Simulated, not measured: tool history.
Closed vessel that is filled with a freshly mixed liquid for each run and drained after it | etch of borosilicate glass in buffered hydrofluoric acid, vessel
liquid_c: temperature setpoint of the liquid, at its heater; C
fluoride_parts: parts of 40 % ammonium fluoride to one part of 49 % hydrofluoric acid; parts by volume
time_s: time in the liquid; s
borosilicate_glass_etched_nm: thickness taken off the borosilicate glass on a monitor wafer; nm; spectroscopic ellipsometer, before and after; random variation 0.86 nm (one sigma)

run  hour  liquid_c  fluoride_parts  time_s  borosilicate_glass_etched_nm
  1   0.0      25.0            12.0      30                        35.724
  2   4.4      25.0            12.0      30                        35.702
  3  13.1      26.0            11.0      30                        40.451
  4  17.9      22.5            11.0      30                        34.282
  5  26.5      22.5            11.0      30                        33.975
  6  34.4      22.5            11.0      30                        33.805
  7  42.3      23.5            10.5      30                        37.951
  8  43.8      24.5            10.0      30                        41.170

Run 9 comes next. What will it give?
  9  47.3      24.5            10.0      30                             ?

Run 9 gave borosilicate_glass_etched_nm 41.810 nm.

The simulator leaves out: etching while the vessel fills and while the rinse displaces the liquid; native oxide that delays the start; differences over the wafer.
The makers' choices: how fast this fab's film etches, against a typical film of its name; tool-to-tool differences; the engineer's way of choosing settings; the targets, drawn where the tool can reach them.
